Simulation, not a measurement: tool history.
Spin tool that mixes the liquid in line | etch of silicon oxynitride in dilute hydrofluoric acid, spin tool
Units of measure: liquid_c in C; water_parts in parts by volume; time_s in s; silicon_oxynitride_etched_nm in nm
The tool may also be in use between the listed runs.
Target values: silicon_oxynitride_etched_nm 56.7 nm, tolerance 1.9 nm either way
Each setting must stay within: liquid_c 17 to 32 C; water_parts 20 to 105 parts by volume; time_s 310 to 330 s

run	hour	liquid_c	water_parts	time_s	silicon_oxynitride_etched_nm
1	0	24	55	310	14.546
2	9	24	70	310	11.093
3	11.8	24	70	330	11.962
4	13.5	25	65	330	13.237
5	14.9	25	55	330	16.446
6	21.2	25	75	330	11.673
7	29.5	26	70	330	13.315
8	32.5	26.5	65	330	14.727
9	34.9	27	60	330	16.561
10	38.7	27.5	55	330	17.992
11	39.7	28	50	330	20.703
12	46.4	28.5	45	330	23.272
13	51.2	29	40	330	27.34
14	59.6	32	20	330	62.602
15	67.7	32	20	330	63.519
16	69.8	31	20	330	61.193

Which of these 5 next moves meets every target?
A	71.9	28.5	20	325	?
B	71.9	28	20	325	?
C	71.9	28	20	330	?
D	71.9	30.5	20	310	?
E	71.9	29	20	310	?

move	silicon_oxynitride_etched_nm
A	53.246
B	51.962
C	52.761
D	55.95
E	52.039
A: the result that was furthest off in the last run now lies on the other side of its target
B: the result that was furthest off in the last run now lies on the other side of its target
C: the result that was furthest off in the last run now lies on the other side of its target
D: all results in spec
E: the result that was furthest off in the last run now lies on the other side of its target
Answer: D
